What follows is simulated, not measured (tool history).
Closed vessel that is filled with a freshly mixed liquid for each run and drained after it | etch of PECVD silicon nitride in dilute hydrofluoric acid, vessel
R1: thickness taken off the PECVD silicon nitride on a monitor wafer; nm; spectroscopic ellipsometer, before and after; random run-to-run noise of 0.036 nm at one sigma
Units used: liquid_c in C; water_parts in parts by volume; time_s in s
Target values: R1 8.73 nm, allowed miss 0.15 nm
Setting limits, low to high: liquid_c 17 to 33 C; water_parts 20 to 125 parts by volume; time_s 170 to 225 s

{"run": 1, "hour": 0.0, "liquid_c": 25, "water_parts": 70, "time_s": 225, "R1": 13.185}
{"run": 2, "hour": 2.8, "liquid_c": 25, "water_parts": 55, "time_s": 225, "R1": 16.71}
{"run": 3, "hour": 12.0, "liquid_c": 22.5, "water_parts": 60, "time_s": 225, "R1": 12.925}
{"run": 4, "hour": 16.9, "liquid_c": 21, "water_parts": 60, "time_s": 225, "R1": 11.687}
{"run": 5, "hour": 25.0, "liquid_c": 17.5, "water_parts": 60, "time_s": 225, "R1": 9.2371}
{"run": 6, "hour": 31.9, "liquid_c": 17.5, "water_parts": 45, "time_s": 225, "R1": 12.163}
{"run": 7, "hour": 37.8, "liquid_c": 17.5, "water_parts": 50, "time_s": 225, "R1": 10.979}
{"run": 8, "hour": 46.4, "liquid_c": 17.5, "water_parts": 55, "time_s": 225, "R1": 9.9859}

Of the 4 settings listed for the next run, only one would bring every result within its allowed miss of target. Which one?
{"run": "A", "hour": 55.0, "liquid_c": 17, "water_parts": 60, "time_s": 220, "R1": "?"}
{"run": "B", "hour": 55.0, "liquid_c": 22, "water_parts": 75, "time_s": 185, "R1": "?"}
{"run": "C", "hour": 55.0, "liquid_c": 18, "water_parts": 55, "time_s": 220, "R1": "?"}
{"run": "D", "hour": 55.0, "liquid_c": 17, "water_parts": 60, "time_s": 210, "R1": "?"}

move=A R1=8.751
move=B R1=8.3703
move=C R1=10.218
move=D R1=8.3532
A: every result within its allowed miss
B: pushes the last run's worst result past its target
C: the biggest miss grows against the last run
D: pushes the last run's worst result past its target
Go with A: it meets all targets.
